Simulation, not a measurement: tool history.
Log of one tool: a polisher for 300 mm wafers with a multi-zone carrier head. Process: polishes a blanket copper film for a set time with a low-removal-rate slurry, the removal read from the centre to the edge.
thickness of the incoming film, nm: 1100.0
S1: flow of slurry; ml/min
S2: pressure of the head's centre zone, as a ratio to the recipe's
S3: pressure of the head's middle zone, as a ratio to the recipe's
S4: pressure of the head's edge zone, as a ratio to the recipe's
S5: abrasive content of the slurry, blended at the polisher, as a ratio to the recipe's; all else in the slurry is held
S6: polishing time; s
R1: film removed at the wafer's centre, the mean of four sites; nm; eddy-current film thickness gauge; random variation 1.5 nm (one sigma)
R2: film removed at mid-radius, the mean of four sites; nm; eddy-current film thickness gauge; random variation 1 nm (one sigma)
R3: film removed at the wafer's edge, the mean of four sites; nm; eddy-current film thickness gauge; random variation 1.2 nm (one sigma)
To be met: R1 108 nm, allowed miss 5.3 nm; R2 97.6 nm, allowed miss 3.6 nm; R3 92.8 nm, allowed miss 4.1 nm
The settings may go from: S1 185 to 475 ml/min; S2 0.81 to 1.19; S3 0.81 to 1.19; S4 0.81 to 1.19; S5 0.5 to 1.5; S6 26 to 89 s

run,day,S1,S2,S3,S4,S5,S6,R1,R2,R3
1,0,305,1,1,1,1,57,134.58,151.67,148.95
2,0.133,310,1.04,0.99,0.97,0.9,53,131.01,135.15,131.06
3,0.283,310,1.04,0.98,0.95,0.8,51,116.85,128.28,124.39
4,0.45,310,1.04,0.98,0.95,0.6,51,112.42,118.2,116.89
5,0.612,310,1.07,0.98,0.93,0.6,49,111.92,112.95,108.62
6,0.646,310,0.99,0.98,0.93,0.6,49,103.65,114.67,110.11
7,0.95,310,1.03,0.97,0.91,0.6,48,106.35,110.47,106.97
8,1.008,310,1.05,0.96,0.89,0.6,47,105.4,108.24,101.81
9,1.088,310,1.07,0.94,0.88,0.6,47,106.54,106.57,102.85
10,1.458,310,1.09,0.93,0.87,0.6,47,109.27,104.87,101.97
11,1.671,310,1.1,0.93,0.86,0.6,47,109.69,104.8,100.03
12,1.842,310,1.1,0.93,0.86,0.6,47,109.71,105.83,103.2
13,1.9,310,1.12,0.93,0.85,0.6,46,110.76,102.02,100.7
14,2.229,315,1.13,0.94,0.84,0.6,45,110.14,102.84,97.372
15,2.504,315,1.13,0.94,0.83,0.6,45,109.72,101.9,97.001

Which of these 5 next moves meets every target?
A,2.779,410,1.19,1.14,0.81,0.9,38,?,?,?
B,2.779,205,1.16,0.93,0.95,0.8,44,?,?,?
C,2.779,380,1.17,0.94,0.85,0.55,43,?,?,?
D,2.779,310,1.09,0.86,0.91,0.55,47,?,?,?
E,2.779,350,1.17,0.9,0.81,0.65,46,?,?,?

move,R1,R2,R3
A,110.11,114.77,89.828
B,110.61,100.59,101.82
C,108.98,98.308,92.668
D,108.54,98.002,102.66
E,119.96,104.48,100.48
A: further off than the last run
B: brings the result that was furthest off to its target, and leaves another outside
C: meets every target
D: brings the result that was furthest off to its target, and leaves another outside
E: further off than the last run
Answer: C
